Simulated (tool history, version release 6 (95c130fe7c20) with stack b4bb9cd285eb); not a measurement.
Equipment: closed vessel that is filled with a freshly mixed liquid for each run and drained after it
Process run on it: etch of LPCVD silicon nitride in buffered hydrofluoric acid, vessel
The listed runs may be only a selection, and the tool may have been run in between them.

run,hour,temperature setpoint of the liquid (C),parts of 40 % ammonium fluoride to one part of 49 % hydrofluoric acid (parts by volume),time in the liquid (s),thickness taken off the LPCVD silicon nitride on a monitor wafer (angstrom)
1,0.0,24.0,11.0,1380,163.20
2,4.5,22.0,11.0,1380,146.36
3,8.9,22.0,11.0,1380,146.13
4,11.6,20.5,11.0,1380,133.82
5,14.1,20.5,12.5,1380,118.49
# hour 20.0: hydrofluoric acid flow meter replaced
6,20.0,22.5,12.5,1380,150.31
7,22.0,21.0,12.5,1380,138.15
8,28.7,19.5,12.5,1380,127.32

Forecast run 9:
9,32.2,18.5,13.0,1380,?

thickness taken off the LPCVD silicon nitride on a monitor wafer (angstrom): 115.63

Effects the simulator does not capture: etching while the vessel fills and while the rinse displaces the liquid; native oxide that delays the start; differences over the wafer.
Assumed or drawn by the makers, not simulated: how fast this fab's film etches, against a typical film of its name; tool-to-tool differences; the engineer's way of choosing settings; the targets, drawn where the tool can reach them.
